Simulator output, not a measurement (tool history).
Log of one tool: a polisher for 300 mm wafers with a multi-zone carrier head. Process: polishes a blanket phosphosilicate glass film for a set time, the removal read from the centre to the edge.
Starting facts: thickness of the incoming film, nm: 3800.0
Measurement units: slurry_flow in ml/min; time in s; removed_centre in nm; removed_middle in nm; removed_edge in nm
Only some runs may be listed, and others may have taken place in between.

run,hour,slurry_flow,centre_zone,middle_zone,edge_zone,slurry_solids,time,removed_centre,removed_middle,removed_edge
1,0,150,1,1,1,1,70,616.48,553.6,557.02
2,7.3,150,1,1.04,1,1,70,615.79,592.56,553.05
3,15.5,150,1,1.04,0.93,1,70,608.66,577.43,535.14
4,18.7,150,1,0.99,0.93,1,70,617.75,568.62,531.72
5,24.5,150,1,0.99,0.93,1,61,532.16,494.32,467.13
6,27,150,1,0.93,0.93,1,61,535.47,466.28,468.48
7,34.1,135,0.95,0.96,1,1,61,492.37,460.64,482.9
# hour 38.8: centre zone pressure recalibrated
8,38.8,125,0.91,0.98,1.03,1,61,422.36,464.13,481.18
9,40.6,120,0.91,0.98,1.06,1,61,420.11,463.4,468.52

Run 10 is up next; what results do you expect?
10,42.1,120,0.89,0.96,1.08,1.05,61,?,?,?

{"run 10": {"removed_centre": 418.94, "removed_middle": 473.5, "removed_edge": 495.95}}

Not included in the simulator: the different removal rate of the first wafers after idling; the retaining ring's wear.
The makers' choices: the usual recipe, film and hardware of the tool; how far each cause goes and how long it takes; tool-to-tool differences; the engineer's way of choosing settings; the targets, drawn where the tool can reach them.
